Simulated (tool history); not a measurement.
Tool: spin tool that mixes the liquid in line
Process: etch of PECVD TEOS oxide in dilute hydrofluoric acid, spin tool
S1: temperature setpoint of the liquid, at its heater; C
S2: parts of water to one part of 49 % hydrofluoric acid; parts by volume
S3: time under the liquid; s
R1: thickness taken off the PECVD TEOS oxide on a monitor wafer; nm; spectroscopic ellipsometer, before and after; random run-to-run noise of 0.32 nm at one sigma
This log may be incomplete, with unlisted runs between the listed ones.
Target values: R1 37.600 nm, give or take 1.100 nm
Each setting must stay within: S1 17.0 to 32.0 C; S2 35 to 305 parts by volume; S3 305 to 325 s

Run 1, hour 0.0: S1 24.0 C, S2 170 parts by volume, S3 305 s. Result: R1 24.532 nm.
Run 2, hour 6.0: S1 24.0 C, S2 225 parts by volume, S3 305 s. Result: R1 17.560 nm.
Run 3, hour 12.2: S1 21.5 C, S2 225 parts by volume, S3 305 s. Result: R1 16.150 nm.
Run 4, hour 20.7: S1 24.0 C, S2 200 parts by volume, S3 305 s. Result: R1 20.015 nm.
Run 5, hour 21.6: S1 26.5 C, S2 200 parts by volume, S3 305 s. Result: R1 22.396 nm.
Run 6, hour 24.6: S1 28.0 C, S2 185 parts by volume, S3 305 s. Result: R1 25.471 nm.
Run 7, hour 33.5: S1 32.0 C, S2 130 parts by volume, S3 305 s. Result: R1 46.067 nm.
Run 8, hour 39.5: S1 30.5 C, S2 130 parts by volume, S3 305 s. Result: R1 43.147 nm.
Run 9, hour 40.2: S1 29.5 C, S2 130 parts by volume, S3 305 s. Result: R1 41.672 nm.

Which single option among these 5 for the next run brings every result within its allowed miss of target? Just one does.
Run A, hour 40.9: S1 30.0 C, S2 120 parts by volume, S3 305 s. Result: R1 ?.
Run B, hour 40.9: S1 28.5 C, S2 145 parts by volume, S3 305 s. Result: R1 ?.
Run C, hour 40.9: S1 29.0 C, S2 140 parts by volume, S3 305 s. Result: R1 ?.
Run D, hour 40.9: S1 29.0 C, S2 115 parts by volume, S3 305 s. Result: R1 ?.
Run E, hour 40.9: S1 31.5 C, S2 160 parts by volume, S3 305 s. Result: R1 ?.

move      R1
   A  47.338
   B  35.870
   C  38.083
   D  47.921
   E  35.499
A: lands further from the targets than the last run did
B: moves the result that the last run missed by most past its target, out the other side
C: every result within its allowed miss
D: lands further from the targets than the last run did
E: moves the result that the last run missed by most past its target, out the other side
The move that meets every target is C.
